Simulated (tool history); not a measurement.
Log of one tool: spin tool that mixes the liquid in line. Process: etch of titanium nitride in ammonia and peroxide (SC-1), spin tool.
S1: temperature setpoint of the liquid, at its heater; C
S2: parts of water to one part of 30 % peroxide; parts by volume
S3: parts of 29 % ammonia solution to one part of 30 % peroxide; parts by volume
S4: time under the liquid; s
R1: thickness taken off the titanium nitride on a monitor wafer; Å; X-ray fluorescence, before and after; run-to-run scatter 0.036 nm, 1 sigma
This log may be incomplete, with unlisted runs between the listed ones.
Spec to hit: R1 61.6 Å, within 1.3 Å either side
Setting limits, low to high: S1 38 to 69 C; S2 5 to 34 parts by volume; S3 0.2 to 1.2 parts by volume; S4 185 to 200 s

Run 1, hour 0: S1 53 C, S2 19 parts by volume, S3 0.7 parts by volume, S4 185 s. Result: R1 97.83 Å.
Run 2, hour 3.9: S1 53 C, S2 16 parts by volume, S3 0.7 parts by volume, S4 185 s. Result: R1 108.03 Å.
Run 3, hour 9.9: S1 51.5 C, S2 16 parts by volume, S3 0.7 parts by volume, S4 185 s. Result: R1 96.21 Å.
Run 4, hour 17.8: S1 51.5 C, S2 21.5 parts by volume, S3 0.7 parts by volume, S4 185 s. Result: R1 83.497 Å.
Run 5, hour 18.4: S1 55 C, S2 21.5 parts by volume, S3 0.7 parts by volume, S4 185 s. Result: R1 106.13 Å.
Run 6, hour 22.4: S1 53.5 C, S2 21.5 parts by volume, S3 0.7 parts by volume, S4 185 s. Result: R1 95.049 Å.
Run 7, hour 24.2: S1 52 C, S2 21.5 parts by volume, S3 0.7 parts by volume, S4 185 s. Result: R1 85.281 Å.
Run 8, hour 32.2: S1 46.5 C, S2 21.5 parts by volume, S3 0.7 parts by volume, S4 185 s. Result: R1 58.443 Å.

4 next moves are on the table. One of them brings every result within its allowed miss. Which?
Run A, hour 40.2: S1 46.5 C, S2 24.5 parts by volume, S3 0.55 parts by volume, S4 195 s. Result: R1 ?.
Run B, hour 40.2: S1 46 C, S2 24.5 parts by volume, S3 0.7 parts by volume, S4 200 s. Result: R1 ?.
Run C, hour 40.2: S1 40.5 C, S2 10.5 parts by volume, S3 0.8 parts by volume, S4 200 s. Result: R1 ?.
Run D, hour 40.2: S1 47.5 C, S2 29.5 parts by volume, S3 0.9 parts by volume, S4 195 s. Result: R1 ?.

move      R1
   A  54.109
   B  56.006
   C  60.708
   D  57.307
A: moves away from the targets compared with the last run
B: moves away from the targets compared with the last run
C: all results in spec
D: moves away from the targets compared with the last run
The move that meets every target is C.
